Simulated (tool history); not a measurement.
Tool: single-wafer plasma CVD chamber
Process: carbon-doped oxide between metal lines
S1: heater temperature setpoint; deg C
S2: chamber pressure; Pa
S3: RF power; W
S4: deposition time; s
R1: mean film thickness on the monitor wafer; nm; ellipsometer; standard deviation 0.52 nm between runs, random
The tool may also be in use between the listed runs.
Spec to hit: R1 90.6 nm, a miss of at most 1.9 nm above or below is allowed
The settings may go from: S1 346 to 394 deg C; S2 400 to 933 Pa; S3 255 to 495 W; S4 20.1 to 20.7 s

run,day,S1,S2,S3,S4,R1
1,0,370,667,375,20.1,79.693
2,0.358,369,692,380,20.1,81.237
3,0.717,368,717,385,20.1,81.992
4,0.871,363,717,385,20.1,82.573
5,1.229,363,721,395,20.1,83.222
6,1.342,363,724,405,20.1,85.05
7,1.658,363,727,410,20.1,84.495
8,1.979,363,732,420,20.1,86.989
9,2.267,363,735,425,20.1,87.356
10,2.479,363,737,430,20.1,89.041
11,2.679,363,739,430,20.1,87.066
12,2.946,363,741,435,20.1,88.637
13,3.204,363,743,435,20.1,87.901

Exactly one of the 4 candidate moves below puts every result within its allowed miss. Which one?
A,3.462,377,879,385,20.7,?
B,3.462,370,569,445,20.5,?
C,3.462,366,767,415,20.1,?
D,3.462,366,725,445,20.5,?

move,R1
A,84.278
B,86.106
C,85.606
D,89.776
A: its largest miss is bigger than the last run's
B: its largest miss is bigger than the last run's
C: its largest miss is bigger than the last run's
D: in spec on every target
Go with D: it meets all targets.
